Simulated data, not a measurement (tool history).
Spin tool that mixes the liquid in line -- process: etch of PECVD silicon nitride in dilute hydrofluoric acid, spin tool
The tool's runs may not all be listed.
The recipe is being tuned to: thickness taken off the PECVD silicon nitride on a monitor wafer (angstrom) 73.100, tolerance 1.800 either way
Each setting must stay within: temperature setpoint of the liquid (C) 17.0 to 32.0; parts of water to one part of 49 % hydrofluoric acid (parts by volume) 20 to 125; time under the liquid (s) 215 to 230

| run | hour | temperature setpoint of the liquid (C) | parts of water to one part of 49 % hydrofluoric acid (parts by volume) | time under the liquid (s) | thickness taken off the PECVD silicon nitride on a monitor wafer (angstrom) |
|---|---|---|---|---|---|
| 1 | 0.0 | 24.0 | 70 | 215 | 114.470 |
| 2 | 7.3 | 23.0 | 70 | 215 | 107.250 |
| 3 | 15.5 | 23.0 | 70 | 215 | 106.360 |
| 4 | 16.7 | 23.0 | 70 | 230 | 114.320 |
| 5 | 18.4 | 22.5 | 70 | 230 | 110.190 |
| 6 | 22.6 | 22.5 | 70 | 230 | 110.470 |
| 7 | 31.6 | 22.5 | 70 | 230 | 110.170 |
| 8 | 36.9 | 22.0 | 70 | 230 | 107.510 |
| 9 | 40.9 | 21.5 | 70 | 230 | 103.850 |
| 10 | 43.9 | 21.0 | 70 | 230 | 100.650 |
| 11 | 52.6 | 20.5 | 70 | 230 | 95.807 |
| 12 | 59.0 | 20.0 | 70 | 230 | 93.461 |
| 13 | 62.1 | 19.5 | 70 | 230 | 90.478 |
| 14 | 68.3 | 19.0 | 70 | 230 | 87.138 |
| 15 | 77.0 | 17.0 | 75 | 230 | 70.543 |

Which of these 5 next moves meets every target?
| A | 85.7 | 17.5 | 75 | 215 | ? |
| B | 85.7 | 19.5 | 80 | 215 | ? |
| C | 85.7 | 18.5 | 85 | 225 | ? |
| D | 85.7 | 17.0 | 75 | 215 | ? |
| E | 85.7 | 18.5 | 85 | 230 | ? |

| move | thickness taken off the PECVD silicon nitride on a monitor wafer (angstrom) |
|---|---|
| A | 68.640 |
| B | 74.078 |
| C | 68.200 |
| D | 66.271 |
| E | 69.716 |
A: further off than the last run
B: all results in spec
C: further off than the last run
D: further off than the last run
E: further off than the last run
Answer: B
